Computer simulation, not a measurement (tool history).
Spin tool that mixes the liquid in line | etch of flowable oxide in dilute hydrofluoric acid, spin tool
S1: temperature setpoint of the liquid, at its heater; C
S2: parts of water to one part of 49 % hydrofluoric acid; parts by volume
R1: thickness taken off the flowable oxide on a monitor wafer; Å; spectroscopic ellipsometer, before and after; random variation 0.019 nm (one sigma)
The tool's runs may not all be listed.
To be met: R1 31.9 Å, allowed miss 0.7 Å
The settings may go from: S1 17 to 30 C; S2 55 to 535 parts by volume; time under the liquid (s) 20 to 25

Run 1, hour 0: S1 22 C, S2 295 parts by volume, time under the liquid (s) 25. Result: R1 24.809 Å.
Run 2, hour 4.9: S1 23 C, S2 295 parts by volume, time under the liquid (s) 25. Result: R1 25.867 Å.
Run 3, hour 7: S1 23 C, S2 215 parts by volume, time under the liquid (s) 25. Result: R1 38.082 Å.
Run 4, hour 11.7: S1 23 C, S2 130 parts by volume, time under the liquid (s) 25. Result: R1 69.574 Å.
Run 5, hour 19.9: S1 23 C, S2 175 parts by volume, time under the liquid (s) 25. Result: R1 48.993 Å.
Run 6, hour 20.8: S1 25 C, S2 175 parts by volume, time under the liquid (s) 25. Result: R1 53.184 Å.
Run 7, hour 23.6: S1 23.5 C, S2 185 parts by volume, time under the liquid (s) 25. Result: R1 46.873 Å.
Run 8, hour 28.7: S1 22.5 C, S2 195 parts by volume, time under the liquid (s) 25. Result: R1 42.751 Å.

5 next moves are on the table. One of them brings every result within its allowed miss. Which?
Run A, hour 33.8: S1 21.5 C, S2 190 parts by volume, time under the liquid (s) 20. Result: R1 ?.
Run B, hour 33.8: S1 21.5 C, S2 185 parts by volume, time under the liquid (s) 20. Result: R1 ?.
Run C, hour 33.8: S1 22 C, S2 230 parts by volume, time under the liquid (s) 25. Result: R1 ?.
Run D, hour 33.8: S1 24 C, S2 215 parts by volume, time under the liquid (s) 20. Result: R1 ?.
Run E, hour 33.8: S1 20.5 C, S2 220 parts by volume, time under the liquid (s) 20. Result: R1 ?.

move      R1
   A  33.562
   B  34.647
   C  33.916
   D   31.73
   E  27.078
A: nearer than the last run, and not there yet
B: nearer than the last run, and not there yet
C: nearer than the last run, and not there yet
D: meets every target
E: takes the result that was furthest off past its target
Answer: D

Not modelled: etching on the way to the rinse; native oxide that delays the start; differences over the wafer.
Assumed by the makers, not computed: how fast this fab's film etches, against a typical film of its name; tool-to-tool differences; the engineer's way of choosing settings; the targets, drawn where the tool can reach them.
